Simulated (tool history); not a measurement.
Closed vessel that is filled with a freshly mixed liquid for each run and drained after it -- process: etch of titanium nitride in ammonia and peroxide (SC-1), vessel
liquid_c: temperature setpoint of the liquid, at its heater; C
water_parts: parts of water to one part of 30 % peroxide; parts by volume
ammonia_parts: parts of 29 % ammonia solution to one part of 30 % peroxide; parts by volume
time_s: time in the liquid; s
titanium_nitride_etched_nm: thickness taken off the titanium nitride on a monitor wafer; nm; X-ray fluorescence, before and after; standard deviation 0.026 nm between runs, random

Run 1, hour 0: liquid_c 47 C, water_parts 7.5 parts by volume, ammonia_parts 0.9 parts by volume, time_s 30 s. Result: titanium_nitride_etched_nm 2.4893 nm.
Run 2, hour 1.4: liquid_c 47 C, water_parts 7.5 parts by volume, ammonia_parts 0.9 parts by volume, time_s 30 s. Result: titanium_nitride_etched_nm 2.4861 nm.
Run 3, hour 4.6: liquid_c 47.5 C, water_parts 7.5 parts by volume, ammonia_parts 0.9 parts by volume, time_s 30 s. Result: titanium_nitride_etched_nm 2.5887 nm.
Run 4, hour 8.1: liquid_c 47.5 C, water_parts 7.5 parts by volume, ammonia_parts 0.9 parts by volume, time_s 30 s. Result: titanium_nitride_etched_nm 2.6383 nm.
Run 5, hour 12: liquid_c 47.5 C, water_parts 10 parts by volume, ammonia_parts 0.9 parts by volume, time_s 30 s. Result: titanium_nitride_etched_nm 2.2764 nm.
Run 6, hour 14.8: liquid_c 47.5 C, water_parts 8.5 parts by volume, ammonia_parts 0.9 parts by volume, time_s 30 s. Result: titanium_nitride_etched_nm 2.4524 nm.
Run 7, hour 21.3: liquid_c 48 C, water_parts 8.5 parts by volume, ammonia_parts 0.9 parts by volume, time_s 30 s. Result: titanium_nitride_etched_nm 2.5334 nm.
Run 8, hour 24.2: liquid_c 48.5 C, water_parts 8.5 parts by volume, ammonia_parts 0.9 parts by volume, time_s 30 s. Result: titanium_nitride_etched_nm 2.6022 nm.
Run 9, hour 25.5: liquid_c 49 C, water_parts 8.5 parts by volume, ammonia_parts 0.9 parts by volume, time_s 30 s. Result: titanium_nitride_etched_nm 2.7468 nm.
Run 10, hour 33.2: liquid_c 49.5 C, water_parts 8.5 parts by volume, ammonia_parts 0.9 parts by volume, time_s 30 s. Result: titanium_nitride_etched_nm 2.808 nm.

Predict the results of run 11:
Run 11, hour 37.5: liquid_c 50 C, water_parts 8.5 parts by volume, ammonia_parts 0.9 parts by volume, time_s 30 s. Result: titanium_nitride_etched_nm ?.

{"run 11": {"titanium_nitride_etched_nm": 2.9267}}

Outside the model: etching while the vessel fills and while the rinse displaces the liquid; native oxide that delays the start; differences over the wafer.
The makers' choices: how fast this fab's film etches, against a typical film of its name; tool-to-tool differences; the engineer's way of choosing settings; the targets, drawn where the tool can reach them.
